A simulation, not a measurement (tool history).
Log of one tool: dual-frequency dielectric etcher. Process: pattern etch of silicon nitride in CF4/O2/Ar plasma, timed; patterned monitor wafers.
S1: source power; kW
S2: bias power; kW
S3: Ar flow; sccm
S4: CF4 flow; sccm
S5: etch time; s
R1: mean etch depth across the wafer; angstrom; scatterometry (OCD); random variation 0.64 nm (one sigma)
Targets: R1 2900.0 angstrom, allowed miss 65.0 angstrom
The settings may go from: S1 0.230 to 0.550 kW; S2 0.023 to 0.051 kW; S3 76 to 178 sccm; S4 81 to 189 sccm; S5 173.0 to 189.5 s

run	day	S1	S2	S3	S4	S5	R1
1	0.000	0.390	0.037	127	135	189.5	2551.2
2	0.271	0.390	0.037	127	135	173.0	2329.1
3	0.450	0.410	0.037	127	135	173.0	2428.2
4	0.821	0.410	0.031	127	135	173.0	2253.8
5	1.196	0.440	0.031	127	135	173.0	2409.4
6	1.533	0.440	0.031	112	135	173.0	2483.2
7	1.883	0.460	0.031	112	135	173.0	2570.7
8	2.179	0.470	0.031	112	135	173.0	2619.4
9	2.279	0.480	0.031	112	135	173.0	2676.4
10	2.346	0.490	0.031	112	135	173.0	2725.1
11	2.625	0.500	0.031	112	135	173.0	2784.8

Which of these 5 next moves meets every target?
A	2.904	0.490	0.028	125	125	189.5	?
B	2.904	0.470	0.030	97	123	175.5	?
C	2.904	0.530	0.032	114	140	176.5	?
D	2.904	0.500	0.033	115	125	178.0	?
E	2.904	0.490	0.031	142	141	176.0	?

move	R1
A	2781.4
B	2674.4
C	3035.1
D	2896.6
E	2664.2
A: as far off as the last run
B: further off than the last run
C: takes the result that was furthest off past its target
D: meets every target
E: further off than the last run
Move D is the one to make.
